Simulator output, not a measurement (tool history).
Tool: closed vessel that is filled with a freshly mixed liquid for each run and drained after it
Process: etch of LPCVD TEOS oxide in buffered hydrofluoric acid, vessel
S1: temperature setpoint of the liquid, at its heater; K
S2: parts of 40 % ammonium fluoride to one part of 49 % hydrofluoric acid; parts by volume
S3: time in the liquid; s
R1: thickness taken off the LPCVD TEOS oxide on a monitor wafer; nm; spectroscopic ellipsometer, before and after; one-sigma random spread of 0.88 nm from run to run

run,day,S1,S2,S3,R1
1,0,294.15,23.5,85,91.314
2,0.333,294.15,23.5,95,101.14
3,0.575,294.15,20.5,95,111.34
4,0.904,294.65,20.5,95,116.06
5,1.112,293.15,20.5,95,104.51
6,1.371,293.65,20.5,95,109.19

Estimate the outcome of run 7 from the log above:
7,1.625,294.15,20.5,95,?

Logged for run 7: R1 110.21 nm.
